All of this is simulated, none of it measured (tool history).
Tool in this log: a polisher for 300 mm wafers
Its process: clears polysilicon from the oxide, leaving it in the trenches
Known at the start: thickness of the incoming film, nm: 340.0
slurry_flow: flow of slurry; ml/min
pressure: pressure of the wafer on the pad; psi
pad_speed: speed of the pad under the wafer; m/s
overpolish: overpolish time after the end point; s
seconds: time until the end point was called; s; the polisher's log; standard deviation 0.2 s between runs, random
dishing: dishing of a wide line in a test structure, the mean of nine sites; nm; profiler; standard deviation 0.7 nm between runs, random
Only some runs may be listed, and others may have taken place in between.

run,hour,slurry_flow,pressure,pad_speed,overpolish,seconds,dishing
1,0.0,210,2.6,1.04,9,24.283,51.576
2,4.4,215,2.6,1.04,8,24.247,48.648
3,5.6,215,3.1,1.04,8,20.249,53.182
4,9.9,215,3.1,1.16,8,18.446,54.390
5,15.7,235,3.1,1.16,8,18.086,55.645
6,21.5,210,2.9,1.18,7,19.490,52.817
7,24.8,235,2.9,1.12,6,20.379,48.141
8,26.1,255,2.9,1.10,5,20.251,43.291

For run 9, what comes out?
9,30.7,315,2.5,1.04,3,?,?

seconds: 24.267 s
dishing: 28.716 nm
